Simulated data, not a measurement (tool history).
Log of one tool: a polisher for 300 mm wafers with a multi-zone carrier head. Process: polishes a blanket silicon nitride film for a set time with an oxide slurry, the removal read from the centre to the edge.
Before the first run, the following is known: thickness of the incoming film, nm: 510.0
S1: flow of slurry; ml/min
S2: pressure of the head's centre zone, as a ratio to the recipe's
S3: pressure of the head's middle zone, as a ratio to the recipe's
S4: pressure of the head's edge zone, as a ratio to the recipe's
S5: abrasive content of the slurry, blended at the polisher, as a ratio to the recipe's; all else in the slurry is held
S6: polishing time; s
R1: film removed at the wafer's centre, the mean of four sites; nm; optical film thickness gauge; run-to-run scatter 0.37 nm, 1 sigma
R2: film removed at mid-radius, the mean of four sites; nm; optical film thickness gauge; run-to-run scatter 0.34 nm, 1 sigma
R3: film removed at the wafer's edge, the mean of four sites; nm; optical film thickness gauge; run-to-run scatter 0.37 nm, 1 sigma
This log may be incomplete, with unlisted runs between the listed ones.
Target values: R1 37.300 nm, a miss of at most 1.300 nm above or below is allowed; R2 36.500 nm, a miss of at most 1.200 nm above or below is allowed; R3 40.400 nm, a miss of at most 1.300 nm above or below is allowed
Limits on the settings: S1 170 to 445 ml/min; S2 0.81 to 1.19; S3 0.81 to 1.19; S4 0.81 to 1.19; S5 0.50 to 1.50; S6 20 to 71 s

run,hour,S1,S2,S3,S4,S5,S6,R1,R2,R3
1,0.0,285,1.00,1.00,1.00,1.00,45,25.957,25.552,25.090
2,2.1,285,1.00,0.99,1.02,1.05,46,27.951,26.902,27.104
3,8.2,355,1.00,0.99,1.02,1.05,46,28.112,27.258,26.892
4,13.6,355,1.00,0.99,1.02,1.15,46,29.514,28.394,28.724
5,20.4,355,1.00,0.99,1.03,1.20,46,30.230,29.193,28.980
6,25.5,355,1.00,1.04,1.03,1.20,46,29.897,30.262,28.820
7,26.1,350,0.99,1.03,1.04,1.25,47,30.552,31.299,30.405
8,29.6,345,0.99,1.02,1.05,1.30,48,32.320,32.392,31.964
9,32.8,340,0.98,1.01,1.06,1.35,49,32.248,32.999,32.995
10,39.1,360,1.02,0.96,1.16,1.50,54,39.059,36.378,39.956
11,44.9,360,1.01,0.96,1.16,1.50,54,38.227,37.077,40.467

Of the 5 settings listed for the next run, only one would bring every result within its allowed miss of target. Which one?
A,50.7,370,1.03,0.95,1.15,1.50,55,?,?,?
B,50.7,375,0.94,1.04,1.15,1.25,60,?,?,?
C,50.7,390,0.97,0.95,1.17,1.50,54,?,?,?
D,50.7,335,0.96,0.99,1.14,1.45,56,?,?,?
E,50.7,375,1.05,0.95,1.16,1.45,55,?,?,?

move,R1,R2,R3
A,40.071,37.295,40.966
B,36.936,40.677,41.320
C,37.162,36.744,40.682
D,37.255,38.562,40.752
E,40.343,36.821,40.624
A: moves away from the targets compared with the last run
B: the worst result of the last run now meets its target, but another is out of spec
C: hits every target within its allowed miss
D: the worst result of the last run now meets its target, but another is out of spec
E: moves away from the targets compared with the last run
Move C is the one to make.

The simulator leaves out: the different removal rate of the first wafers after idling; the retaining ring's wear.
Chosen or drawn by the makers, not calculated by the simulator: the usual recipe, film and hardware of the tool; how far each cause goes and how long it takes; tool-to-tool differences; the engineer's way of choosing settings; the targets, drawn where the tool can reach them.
